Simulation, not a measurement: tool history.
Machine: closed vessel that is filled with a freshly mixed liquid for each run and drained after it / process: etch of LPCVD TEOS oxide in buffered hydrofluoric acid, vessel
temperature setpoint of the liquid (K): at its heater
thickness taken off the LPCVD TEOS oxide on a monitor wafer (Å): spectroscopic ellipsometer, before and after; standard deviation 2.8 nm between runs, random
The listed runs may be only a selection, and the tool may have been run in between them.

| run | day | temperature setpoint of the liquid (K) | parts of 40 % ammonium fluoride to one part of 49 % hydrofluoric acid (parts by volume) | time in the liquid (s) | thickness taken off the LPCVD TEOS oxide on a monitor wafer (Å) |
|---|---|---|---|---|---|
| 1 | 0 | 295.15 | 19 | 95 | 2437.9 |
| 2 | 0.046 | 295.15 | 19 | 95 | 2399.6 |
| 3 | 0.262 | 292.15 | 19 | 95 | 2056.6 |
| 4 | 0.512 | 293.15 | 18.5 | 95 | 2234.5 |
| 5 | 0.696 | 295.15 | 18.5 | 95 | 2478.7 |
| 6 | 0.775 | 296.15 | 18.5 | 95 | 2613.7 |

Run 7 comes next. What will it give?
| 7 | 1.071 | 300.15 | 16 | 95 | ? |

thickness taken off the LPCVD TEOS oxide on a monitor wafer (Å): 3787.8
